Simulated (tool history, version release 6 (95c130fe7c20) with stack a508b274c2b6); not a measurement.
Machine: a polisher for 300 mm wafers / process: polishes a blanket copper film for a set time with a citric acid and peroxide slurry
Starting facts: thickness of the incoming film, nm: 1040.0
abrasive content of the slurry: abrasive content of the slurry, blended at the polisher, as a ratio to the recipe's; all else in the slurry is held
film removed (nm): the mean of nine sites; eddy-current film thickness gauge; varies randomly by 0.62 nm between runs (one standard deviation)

run,day,flow of slurry (ml/min),pressure of the wafer on the pad (psi),speed of the pad under the wafer (cm/s),abrasive content of the slurry,polishing time (s),film removed (nm)
1,0.000,240,2.2,86,1.00,44,65.741
2,0.096,250,2.4,86,1.00,44,69.245
3,0.208,250,2.7,86,1.00,44,75.665
4,0.267,250,2.7,86,0.80,44,71.320
5,0.304,250,2.7,86,0.95,44,74.824
6,0.375,250,2.9,86,0.95,44,77.647
7,0.554,250,2.9,86,0.95,44,79.425
8,0.646,250,3.1,86,0.95,44,81.913
9,0.746,260,3.2,86,0.95,44,84.298

Predict the results of run 10:
10,1.008,260,3.3,86,0.95,44,?

film removed (nm): 86.635

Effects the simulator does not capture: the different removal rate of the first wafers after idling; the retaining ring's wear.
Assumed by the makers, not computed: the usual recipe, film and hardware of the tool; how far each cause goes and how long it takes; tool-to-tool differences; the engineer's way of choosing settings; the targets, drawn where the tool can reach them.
